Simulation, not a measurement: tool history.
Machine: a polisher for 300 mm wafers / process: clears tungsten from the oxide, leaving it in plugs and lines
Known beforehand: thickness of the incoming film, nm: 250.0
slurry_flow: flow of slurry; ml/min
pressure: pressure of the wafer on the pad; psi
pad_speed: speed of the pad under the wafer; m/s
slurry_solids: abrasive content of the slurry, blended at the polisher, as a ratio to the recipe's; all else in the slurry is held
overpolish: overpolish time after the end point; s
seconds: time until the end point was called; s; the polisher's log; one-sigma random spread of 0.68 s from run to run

| run | hour | slurry_flow | pressure | pad_speed | slurry_solids | overpolish | seconds |
|---|---|---|---|---|---|---|---|
| 1 | 0 | 170 | 2.8 | 1.14 | 1 | 8 | 48.735 |
| 2 | 1.3 | 170 | 2.7 | 1.14 | 1 | 8 | 50.39 |
| 3 | 7.4 | 170 | 2.7 | 1.14 | 1 | 8 | 50.745 |
| 4 | 15.6 | 170 | 2.7 | 0.92 | 1 | 8 | 58.93 |
| 5 | 17.5 | 170 | 2.7 | 0.92 | 1.1 | 8 | 58.429 |
| 6 | 21.5 | 170 | 2.7 | 0.92 | 1.25 | 8 | 56.223 |
| 7 | 28.8 | 170 | 2.6 | 0.92 | 1.25 | 8 | 58.136 |
| 8 | 33.9 | 170 | 2.5 | 0.92 | 1.25 | 8 | 59.662 |
| 9 | 38.3 | 145 | 1.7 | 0.9 | 1.25 | 8 | 90.986 |

Expected results for the next run?
| 10 | 44 | 150 | 1.7 | 0.9 | 1.25 | 8 | ? |

seconds: 92.098 s
